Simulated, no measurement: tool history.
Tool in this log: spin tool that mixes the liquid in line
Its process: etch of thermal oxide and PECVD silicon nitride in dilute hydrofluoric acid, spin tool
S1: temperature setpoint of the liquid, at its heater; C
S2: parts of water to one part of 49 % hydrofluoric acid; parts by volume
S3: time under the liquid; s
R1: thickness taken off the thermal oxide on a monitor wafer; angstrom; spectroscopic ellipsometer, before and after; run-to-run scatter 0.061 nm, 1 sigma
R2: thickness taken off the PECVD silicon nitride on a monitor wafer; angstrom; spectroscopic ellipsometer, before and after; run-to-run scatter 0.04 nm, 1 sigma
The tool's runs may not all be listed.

run 1 hour=0 | S1=24 S2=85 S3=180 | R1=109.89 R2=84.54
run 2 hour=8 | S1=26.5 S2=85 S3=180 | R1=121.33 R2=99.073
run 3 hour=15.1 | S1=26.5 S2=85 S3=155 | R1=104.95 R2=85.735
run 4 hour=15.8 | S1=24.5 S2=85 S3=155 | R1=95.928 R2=74.675
run 5 hour=22 | S1=24.5 S2=100 S3=155 | R1=80.895 R2=63.864
run 6 hour=26.4 | S1=24.5 S2=85 S3=155 | R1=96.743 R2=74.821
run 7 hour=33.8 | S1=23.5 S2=75 S3=150 | R1=102.33 R2=76.512

Run 8 has not been measured yet. What should we expect?
run 8 hour=35.8 | S1=23 S2=70 S3=145 | R1=? R2=?

{"run 8": {"R1": 105.31, "R2": 76.59}}
